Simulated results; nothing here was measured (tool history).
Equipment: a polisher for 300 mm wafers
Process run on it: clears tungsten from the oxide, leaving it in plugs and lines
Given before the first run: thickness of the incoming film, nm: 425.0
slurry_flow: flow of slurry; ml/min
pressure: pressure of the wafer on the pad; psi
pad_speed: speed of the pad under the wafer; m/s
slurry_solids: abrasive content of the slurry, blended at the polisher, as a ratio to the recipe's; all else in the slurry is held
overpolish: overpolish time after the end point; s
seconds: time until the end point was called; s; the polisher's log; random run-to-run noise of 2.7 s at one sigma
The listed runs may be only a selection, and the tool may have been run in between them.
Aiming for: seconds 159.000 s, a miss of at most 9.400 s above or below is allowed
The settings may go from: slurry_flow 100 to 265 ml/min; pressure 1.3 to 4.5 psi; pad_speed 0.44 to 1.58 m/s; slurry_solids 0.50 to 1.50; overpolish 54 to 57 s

run    day  slurry_flow  pressure  pad_speed  slurry_solids  overpolish  seconds
  1  0.000          170       2.9       1.00           1.00          54   95.057
  2  0.079          170       2.5       0.98           1.00          54  113.540
  3  0.388          170       3.2       0.98           1.00          54   88.753
  4  0.504          170       2.7       0.96           1.00          54  104.730
  5  0.654          170       2.3       0.94           1.00          54  125.080
  6  0.775          170       2.3       0.94           1.00          54  126.890
  7  0.825          170       2.1       0.94           1.00          54  137.920
  8  1.012          170       2.0       0.94           1.00          54  142.800

Consider the 4 candidate settings below. Which is the only one whose results all fall within their allowed miss of target?
  A  1.200          185       1.4       1.04           0.90          57        ?
  B  1.200          200       1.6       0.98           0.75          57        ?
  C  1.200          175       1.7       0.76           1.00          55        ?
  D  1.200          140       2.2       0.82           0.85          57        ?

move  seconds
   A  191.750
   B  184.650
   C  196.960
   D  157.950
A: pushes the last run's worst result past its target
B: pushes the last run's worst result past its target
C: pushes the last run's worst result past its target
D: meets every target
D is the move that brings every result within its allowed miss.
